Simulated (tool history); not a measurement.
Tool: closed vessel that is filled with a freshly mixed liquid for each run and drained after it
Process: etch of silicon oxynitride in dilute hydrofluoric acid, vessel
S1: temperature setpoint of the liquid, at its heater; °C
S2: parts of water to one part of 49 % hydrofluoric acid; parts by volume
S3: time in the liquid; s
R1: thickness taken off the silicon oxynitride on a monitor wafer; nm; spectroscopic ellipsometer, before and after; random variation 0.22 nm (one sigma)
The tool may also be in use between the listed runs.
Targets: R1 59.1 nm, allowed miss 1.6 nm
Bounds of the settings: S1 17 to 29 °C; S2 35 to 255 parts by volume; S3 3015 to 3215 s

run,hour,S1,S2,S3,R1
1,0,21,145,3015,72.537
2,4.5,19.5,145,3015,67.869
3,10.4,19,145,3015,66.364
4,14.2,19,115,3015,85.604
5,20.6,22.5,115,3015,100.83
6,28.6,24.5,115,3015,110.64
7,32.9,23,120,3015,98.162
8,40.8,19,155,3015,61.491

Which of these 5 next moves meets every target?
A,48.7,20,190,3190,?
B,48.7,18,165,3215,?
C,48.7,17,155,3015,?
D,48.7,19.5,180,3160,?
E,48.7,18.5,145,3015,?

move,R1
A,54.239
B,58.181
C,55.675
D,55.765
E,64.429
A: takes the result that was furthest off past its target
B: meets every target
C: takes the result that was furthest off past its target
D: takes the result that was furthest off past its target
E: further off than the last run
Move B is the one to make.

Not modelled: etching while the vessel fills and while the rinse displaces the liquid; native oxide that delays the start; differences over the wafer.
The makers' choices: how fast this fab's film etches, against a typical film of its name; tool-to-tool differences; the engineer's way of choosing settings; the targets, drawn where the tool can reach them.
